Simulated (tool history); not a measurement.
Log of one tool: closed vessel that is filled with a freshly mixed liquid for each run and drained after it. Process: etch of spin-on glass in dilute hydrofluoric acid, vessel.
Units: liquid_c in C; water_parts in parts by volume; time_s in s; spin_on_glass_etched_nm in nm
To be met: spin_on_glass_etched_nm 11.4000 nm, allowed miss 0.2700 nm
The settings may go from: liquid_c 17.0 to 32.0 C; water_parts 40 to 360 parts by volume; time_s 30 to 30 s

{"run": 1, "day": 0.0, "liquid_c": 24.0, "water_parts": 200, "time_s": 30, "spin_on_glass_etched_nm": 6.4708}
{"run": 2, "day": 0.217, "liquid_c": 22.0, "water_parts": 200, "time_s": 30, "spin_on_glass_etched_nm": 5.9815}
{"run": 3, "day": 0.362, "liquid_c": 25.5, "water_parts": 200, "time_s": 30, "spin_on_glass_etched_nm": 6.7843}
{"run": 4, "day": 0.529, "liquid_c": 26.5, "water_parts": 190, "time_s": 30, "spin_on_glass_etched_nm": 7.478}
{"run": 5, "day": 0.888, "liquid_c": 26.5, "water_parts": 190, "time_s": 30, "spin_on_glass_etched_nm": 7.4947}
{"run": 6, "day": 1.117, "liquid_c": 27.5, "water_parts": 185, "time_s": 30, "spin_on_glass_etched_nm": 8.0306}
{"run": 7, "day": 1.283, "liquid_c": 31.5, "water_parts": 150, "time_s": 30, "spin_on_glass_etched_nm": 11.963}
{"run": 8, "day": 1.658, "liquid_c": 31.0, "water_parts": 150, "time_s": 30, "spin_on_glass_etched_nm": 11.682}
{"run": 9, "day": 2.0, "liquid_c": 31.0, "water_parts": 150, "time_s": 30, "spin_on_glass_etched_nm": 11.779}

5 next moves are on the table. One of them brings every result within its allowed miss. Which?
{"run": "A", "day": 2.342, "liquid_c": 30.5, "water_parts": 160, "time_s": 30, "spin_on_glass_etched_nm": "?"}
{"run": "B", "day": 2.342, "liquid_c": 32.0, "water_parts": 150, "time_s": 30, "spin_on_glass_etched_nm": "?"}
{"run": "C", "day": 2.342, "liquid_c": 29.0, "water_parts": 140, "time_s": 30, "spin_on_glass_etched_nm": "?"}
{"run": "D", "day": 2.342, "liquid_c": 30.0, "water_parts": 140, "time_s": 30, "spin_on_glass_etched_nm": "?"}
{"run": "E", "day": 2.342, "liquid_c": 31.5, "water_parts": 155, "time_s": 30, "spin_on_glass_etched_nm": "?"}

move=A spin_on_glass_etched_nm=10.7000
move=B spin_on_glass_etched_nm=12.1970
move=C spin_on_glass_etched_nm=11.8910
move=D spin_on_glass_etched_nm=12.3330
move=E spin_on_glass_etched_nm=11.5190
A: takes the result that was furthest off past its target
B: further off than the last run
C: further off than the last run
D: further off than the last run
E: meets every target
Move E is the one to make.

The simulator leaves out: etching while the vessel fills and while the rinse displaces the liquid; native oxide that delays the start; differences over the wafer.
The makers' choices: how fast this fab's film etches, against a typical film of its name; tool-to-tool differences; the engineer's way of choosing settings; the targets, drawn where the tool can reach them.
